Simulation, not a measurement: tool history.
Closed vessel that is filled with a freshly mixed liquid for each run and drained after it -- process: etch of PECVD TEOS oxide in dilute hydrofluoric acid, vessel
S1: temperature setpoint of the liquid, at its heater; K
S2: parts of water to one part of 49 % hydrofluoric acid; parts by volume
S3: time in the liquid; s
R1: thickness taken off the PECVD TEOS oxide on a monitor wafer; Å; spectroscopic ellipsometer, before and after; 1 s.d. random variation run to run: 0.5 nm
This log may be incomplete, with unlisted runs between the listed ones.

run  hour      S1   S2   S3      R1
  1   0.0  299.15  225  270  342.91
  2   6.9  299.15  225  290  373.78
  3  10.1  299.15  300  290  258.05
  4  14.8  299.15  225  290  369.66
  5  20.2  300.15  215  290  407.16
  6  26.0  301.15  205  290  449.93
  7  33.9  301.65  200  290  469.93

Run 8 is up next; what results do you expect?
  8  37.7  302.15  195  290   ?

{"run 8": {"R1": 486.35}}
